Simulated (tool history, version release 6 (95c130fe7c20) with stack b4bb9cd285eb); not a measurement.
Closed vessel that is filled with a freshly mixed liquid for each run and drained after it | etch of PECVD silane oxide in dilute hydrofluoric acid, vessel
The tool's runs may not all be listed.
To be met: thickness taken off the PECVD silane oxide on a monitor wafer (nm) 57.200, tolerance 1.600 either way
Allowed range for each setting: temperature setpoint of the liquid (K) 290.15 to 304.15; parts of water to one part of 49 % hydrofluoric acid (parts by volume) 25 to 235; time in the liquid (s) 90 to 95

| run | hour | temperature setpoint of the liquid (K) | parts of water to one part of 49 % hydrofluoric acid (parts by volume) | time in the liquid (s) | thickness taken off the PECVD silane oxide on a monitor wafer (nm) |
|---|---|---|---|---|---|
| 1 | 0.0 | 296.15 | 130 | 90 | 23.475 |
| 2 | 4.6 | 298.65 | 105 | 90 | 33.503 |
| 3 | 6.0 | 300.65 | 95 | 90 | 39.730 |
| 4 | 12.1 | 297.65 | 95 | 90 | 35.314 |
| 5 | 15.2 | 299.65 | 85 | 90 | 43.693 |
| 6 | 20.0 | 302.15 | 85 | 90 | 48.115 |
| 7 | 21.9 | 304.15 | 70 | 90 | 64.302 |
| 8 | 28.4 | 303.65 | 70 | 90 | 63.033 |
| 9 | 31.2 | 303.15 | 70 | 90 | 62.071 |
| 10 | 36.6 | 302.65 | 70 | 90 | 60.846 |
| 11 | 41.2 | 302.15 | 70 | 90 | 59.473 |

Exactly one of the 5 candidate moves below puts every result within its allowed miss. Which one?
| A | 45.8 | 301.65 | 75 | 90 | ? |
| B | 45.8 | 304.15 | 75 | 95 | ? |
| C | 45.8 | 300.65 | 70 | 90 | ? |
| D | 45.8 | 303.15 | 80 | 90 | ? |
| E | 45.8 | 301.15 | 70 | 95 | ? |

| move | thickness taken off the PECVD silane oxide on a monitor wafer (nm) |
|---|---|
| A | 55.184 |
| B | 64.122 |
| C | 57.262 |
| D | 54.416 |
| E | 61.641 |
A: moves the result that the last run missed by most past its target, out the other side
B: its largest miss is bigger than the last run's
C: each result inside its tolerance
D: moves the result that the last run missed by most past its target, out the other side
E: its largest miss is bigger than the last run's
So the answer is move C, the one that meets all the targets.
